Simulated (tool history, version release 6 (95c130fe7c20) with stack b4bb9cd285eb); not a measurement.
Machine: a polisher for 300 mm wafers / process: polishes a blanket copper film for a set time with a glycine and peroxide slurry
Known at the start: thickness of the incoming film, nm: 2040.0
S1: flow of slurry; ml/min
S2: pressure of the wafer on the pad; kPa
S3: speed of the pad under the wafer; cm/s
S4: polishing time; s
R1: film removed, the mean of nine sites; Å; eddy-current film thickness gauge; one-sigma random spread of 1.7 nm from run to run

run,hour,S1,S2,S3,S4,R1
1,0.0,275,19.3,98,48,2335.0
2,3.2,275,19.3,98,50,2427.5
3,12.1,275,17.9,98,50,2263.0
4,17.1,275,17.2,98,50,2229.5
5,19.5,320,17.2,98,50,2262.8
6,22.2,320,17.2,114,50,2541.2
7,26.6,320,15.9,114,50,2370.5
8,30.1,320,15.2,114,50,2305.6
9,35.6,320,14.5,114,50,2248.1

Run 10 is up next; what results do you expect?
10,44.7,310,11.0,114,50,?

Run 10 yielded R1 1764.8 Å.
